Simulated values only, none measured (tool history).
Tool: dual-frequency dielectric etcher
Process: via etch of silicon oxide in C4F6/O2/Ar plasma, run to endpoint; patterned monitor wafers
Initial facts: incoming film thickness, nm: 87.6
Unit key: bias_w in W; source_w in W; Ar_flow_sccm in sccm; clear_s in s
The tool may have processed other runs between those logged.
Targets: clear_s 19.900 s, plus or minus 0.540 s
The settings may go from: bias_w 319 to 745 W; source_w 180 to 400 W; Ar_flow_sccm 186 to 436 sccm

run,day,bias_w,source_w,Ar_flow_sccm,clear_s
1,0.000,532,290,311,22.147
2,0.083,532,290,357,23.048
3,0.104,469,290,357,23.334
4,0.154,469,290,324,23.076
5,0.454,469,290,291,22.943
6,0.788,469,290,261,22.404
7,1.033,496,300,258,21.871
8,1.388,518,310,256,21.674
9,1.692,541,320,250,20.946
10,1.788,553,320,248,20.763
11,1.888,563,320,247,20.797
12,1.975,573,320,245,20.267
13,2.075,577,320,244,20.544
14,2.196,585,320,243,20.402

Exactly one of the 5 candidate moves below puts every result within its allowed miss. Which one?
A,2.317,590,320,188,?
B,2.317,685,260,229,?
C,2.317,553,320,271,?
D,2.317,479,340,303,?
E,2.317,592,280,287,?

move,clear_s
A,20.092
B,21.382
C,21.145
D,21.615
E,22.057
A: each result inside its tolerance
B: further off than the last run
C: further off than the last run
D: further off than the last run
E: further off than the last run
A is the move that brings every result within its allowed miss.
